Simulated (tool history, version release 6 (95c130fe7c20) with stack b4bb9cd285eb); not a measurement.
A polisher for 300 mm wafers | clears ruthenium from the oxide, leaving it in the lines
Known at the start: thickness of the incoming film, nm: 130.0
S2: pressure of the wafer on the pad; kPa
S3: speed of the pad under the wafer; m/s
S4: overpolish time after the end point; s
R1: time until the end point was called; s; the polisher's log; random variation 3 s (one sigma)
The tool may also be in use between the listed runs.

{"run": 1, "hour": 0.0, "flow of slurry (ml/min)": 120, "S2": 15.2, "S3": 0.82, "S4": 5, "R1": 122.22}
{"run": 2, "hour": 3.8, "flow of slurry (ml/min)": 120, "S2": 14.5, "S3": 0.82, "S4": 5, "R1": 119.85}
{"run": 3, "hour": 6.8, "flow of slurry (ml/min)": 120, "S2": 13.8, "S3": 0.8, "S4": 5, "R1": 136.64}
{"run": 4, "hour": 14.0, "flow of slurry (ml/min)": 120, "S2": 16.5, "S3": 0.8, "S4": 5, "R1": 114.22}
{"run": 5, "hour": 16.1, "flow of slurry (ml/min)": 120, "S2": 15.9, "S3": 0.8, "S4": 5, "R1": 119.72}
{"run": 6, "hour": 23.2, "flow of slurry (ml/min)": 120, "S2": 15.9, "S3": 0.8, "S4": 5, "R1": 119.64}

Forecast run 7:
{"run": 7, "hour": 31.7, "flow of slurry (ml/min)": 120, "S2": 15.2, "S3": 0.8, "S4": 5, "R1": "?"}

R1: 124.87 s
